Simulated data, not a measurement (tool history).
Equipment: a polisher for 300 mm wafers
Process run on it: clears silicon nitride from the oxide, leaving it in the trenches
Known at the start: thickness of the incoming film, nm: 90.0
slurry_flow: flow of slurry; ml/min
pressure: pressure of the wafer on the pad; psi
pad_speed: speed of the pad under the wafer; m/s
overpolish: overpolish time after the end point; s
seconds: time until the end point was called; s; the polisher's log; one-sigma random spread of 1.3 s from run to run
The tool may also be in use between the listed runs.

run,hour,slurry_flow,pressure,pad_speed,overpolish,seconds
1,0.0,250,3.2,1.10,14,75.280
2,4.4,250,3.2,0.96,14,85.649
3,6.5,215,3.2,0.96,14,90.176
4,13.0,215,3.5,0.96,14,80.455
5,20.0,215,3.5,1.12,14,69.899
6,24.1,240,3.5,1.12,14,68.561

Estimate the outcome of run 7 from the log above:
7,27.7,225,2.6,1.08,14,?

{"run 7": {"seconds": 96.558}}

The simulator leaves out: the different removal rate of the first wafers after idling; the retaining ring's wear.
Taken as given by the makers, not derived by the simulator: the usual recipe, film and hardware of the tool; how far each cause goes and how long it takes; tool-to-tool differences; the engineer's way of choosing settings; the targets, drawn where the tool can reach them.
